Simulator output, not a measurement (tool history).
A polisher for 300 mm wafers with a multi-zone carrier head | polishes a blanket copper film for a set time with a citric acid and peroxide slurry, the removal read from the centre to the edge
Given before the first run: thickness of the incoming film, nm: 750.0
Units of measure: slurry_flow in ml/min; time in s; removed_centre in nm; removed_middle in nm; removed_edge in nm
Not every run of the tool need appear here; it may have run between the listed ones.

run 1 day=0 | slurry_flow=165 centre_zone=1 middle_zone=1 edge_zone=1 slurry_solids=1 time=60 | removed_centre=140.79 removed_middle=135.53 removed_edge=146.25
run 2 day=0.2 | slurry_flow=165 centre_zone=1.08 middle_zone=1 edge_zone=1 slurry_solids=1 time=60 | removed_centre=149.46 removed_middle=134.52 removed_edge=145.3
run 3 day=0.492 | slurry_flow=170 centre_zone=1.06 middle_zone=1.03 edge_zone=1.02 slurry_solids=1.05 time=61 | removed_centre=147.1 removed_middle=143.67 removed_edge=149.1
run 4 day=0.804 | slurry_flow=150 centre_zone=1.06 middle_zone=1.03 edge_zone=1.02 slurry_solids=1.05 time=61 | removed_centre=147.19 removed_middle=138.9 removed_edge=152.18
run 5 day=0.933 | slurry_flow=155 centre_zone=1.06 middle_zone=1.05 edge_zone=1.03 slurry_solids=1.1 time=63 | removed_centre=154.33 removed_middle=147.35 removed_edge=161.67
run 6 day=1.208 | slurry_flow=165 centre_zone=1.05 middle_zone=1.07 edge_zone=1.03 slurry_solids=1.15 time=64 | removed_centre=160.13 removed_middle=159.78 removed_edge=162.6
run 7 day=1.296 | slurry_flow=165 centre_zone=1.04 middle_zone=1.09 edge_zone=1.05 slurry_solids=1.2 time=65 | removed_centre=160.81 removed_middle=165.66 removed_edge=171.03
-- day=1.496 edge zone pressure recalibrated
run 8 day=1.496 | slurry_flow=170 centre_zone=1.04 middle_zone=1.1 edge_zone=1.06 slurry_solids=1.25 time=66 | removed_centre=167.35 removed_middle=172.29 removed_edge=172.71
run 9 day=1.579 | slurry_flow=170 centre_zone=1.03 middle_zone=1.11 edge_zone=1.07 slurry_solids=1.3 time=67 | removed_centre=173.49 removed_middle=177.66 removed_edge=175.02
run 10 day=1.921 | slurry_flow=165 centre_zone=1.02 middle_zone=1.12 edge_zone=1.08 slurry_solids=1.3 time=69 | removed_centre=171.62 removed_middle=183.88 removed_edge=183.02

What does the tool deliver on the next run?
run 11 day=2.075 | slurry_flow=165 centre_zone=1.01 middle_zone=1.13 edge_zone=1.09 slurry_solids=1.3 time=70 | removed_centre=? removed_middle=? removed_edge=?

{"run 11": {"removed_centre": 174.25, "removed_middle": 188.59, "removed_edge": 183.28}}

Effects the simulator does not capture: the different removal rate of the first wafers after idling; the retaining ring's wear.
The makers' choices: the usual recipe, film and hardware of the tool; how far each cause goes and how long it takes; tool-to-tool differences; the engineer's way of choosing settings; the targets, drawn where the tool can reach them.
